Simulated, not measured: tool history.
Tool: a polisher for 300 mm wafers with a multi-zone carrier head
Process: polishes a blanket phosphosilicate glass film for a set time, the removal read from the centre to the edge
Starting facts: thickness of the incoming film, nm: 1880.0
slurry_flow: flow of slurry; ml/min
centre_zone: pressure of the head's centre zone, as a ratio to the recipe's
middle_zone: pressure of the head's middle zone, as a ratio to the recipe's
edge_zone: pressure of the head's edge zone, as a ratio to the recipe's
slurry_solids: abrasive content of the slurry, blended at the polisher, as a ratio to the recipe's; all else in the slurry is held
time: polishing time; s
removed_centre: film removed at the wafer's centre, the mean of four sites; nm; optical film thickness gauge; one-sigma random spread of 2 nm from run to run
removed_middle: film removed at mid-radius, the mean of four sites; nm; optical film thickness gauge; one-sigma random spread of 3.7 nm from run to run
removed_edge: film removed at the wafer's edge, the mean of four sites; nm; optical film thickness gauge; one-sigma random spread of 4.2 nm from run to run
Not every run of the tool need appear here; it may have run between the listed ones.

run,hour,slurry_flow,centre_zone,middle_zone,edge_zone,slurry_solids,time,removed_centre,removed_middle,removed_edge
1,0.0,255,1.00,1.00,1.00,1.00,48,368.94,375.73,353.91
2,6.7,245,0.95,0.97,1.01,0.95,48,344.59,363.18,351.70
3,8.3,245,0.95,0.97,1.01,0.95,43,309.04,324.78,315.56
4,15.3,235,0.92,0.95,1.03,0.95,43,301.53,315.77,319.51
5,20.9,235,0.92,0.95,1.03,0.95,37,254.06,271.51,269.50
6,22.8,235,0.92,0.92,1.03,0.95,37,254.00,265.70,264.56
7,30.7,225,0.91,0.95,1.07,1.00,37,253.20,272.08,279.30
8,38.9,235,0.91,0.96,1.10,1.05,37,262.54,279.52,293.53

The next listed run, before its measurement:
9,43.9,285,0.85,1.03,1.19,1.20,37,?,?,?

{"run 9": {"removed_centre": 261.49, "removed_middle": 315.49, "removed_edge": 331.2}}
